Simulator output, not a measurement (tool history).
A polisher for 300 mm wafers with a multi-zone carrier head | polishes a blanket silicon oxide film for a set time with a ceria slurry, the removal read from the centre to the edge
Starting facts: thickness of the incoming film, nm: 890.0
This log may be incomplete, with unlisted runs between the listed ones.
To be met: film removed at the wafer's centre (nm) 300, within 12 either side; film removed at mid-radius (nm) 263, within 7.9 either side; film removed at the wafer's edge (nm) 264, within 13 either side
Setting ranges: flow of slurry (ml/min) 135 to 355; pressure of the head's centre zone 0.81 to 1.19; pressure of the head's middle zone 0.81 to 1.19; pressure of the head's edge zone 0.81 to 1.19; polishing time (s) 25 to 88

run,hour,flow of slurry (ml/min),pressure of the head's centre zone,pressure of the head's middle zone,pressure of the head's edge zone,polishing time (s),film removed at the wafer's centre (nm),film removed at mid-radius (nm),film removed at the wafer's edge (nm)
1,0,225,1,1,1,56,199.3,197.25,200.29
2,5.3,225,1,1,1,44,158.85,152.3,159.37
3,9.4,225,1,1,1,36,126.35,124.2,132.37
4,10.7,225,1,1,1,30,107.28,104.77,109.79
5,13.9,235,1.04,1.02,1.03,38,137.45,133.26,138.14
6,18.5,235,1.04,1.08,1.03,38,140.4,138.16,137.52
7,19.5,235,1.04,1.08,1.03,38,139.93,136.94,141.02
8,26.2,245,1.08,1.09,1.05,44,169.67,161.48,162.31
# hour 29.6: worn pad replaced by a new one
9,29.6,255,1.11,1.1,1.07,48,208.04,196.72,193.85
10,33.9,275,1.13,1.09,1.09,49,213.51,200.46,195.67
11,40.6,265,1.14,1.08,1.1,52,235.01,206.82,219.78
12,43.6,270,1.15,1.09,1.1,54,242.76,213.47,222.93
13,47.3,275,1.16,1.1,1.11,55,250.92,225.52,227.33

Which one of the following 5 next-run settings gets every result inside its allowed miss? There is exactly one.
A,51,270,1.19,1.05,1.11,63,?,?,?
B,51,315,1.19,1.02,1.12,62,?,?,?
C,51,310,1.19,1.03,1.12,62,?,?,?
D,51,235,1.19,1.03,1.05,65,?,?,?
E,51,290,1.18,1.1,1.08,64,?,?,?

move,film removed at the wafer's centre (nm),film removed at mid-radius (nm),film removed at the wafer's edge (nm)
A,296.02,250.06,257.87
B,296.58,245.96,258.21
C,296.08,246.96,257.88
D,299.57,250.77,255.41
E,300.87,263.19,259.81
A: gains on the last run, yet a result remains outside its allowed miss
B: gains on the last run, yet a result remains outside its allowed miss
C: gains on the last run, yet a result remains outside its allowed miss
D: gains on the last run, yet a result remains outside its allowed miss
E: meets every target
So the answer is move E, the one that meets all the targets.
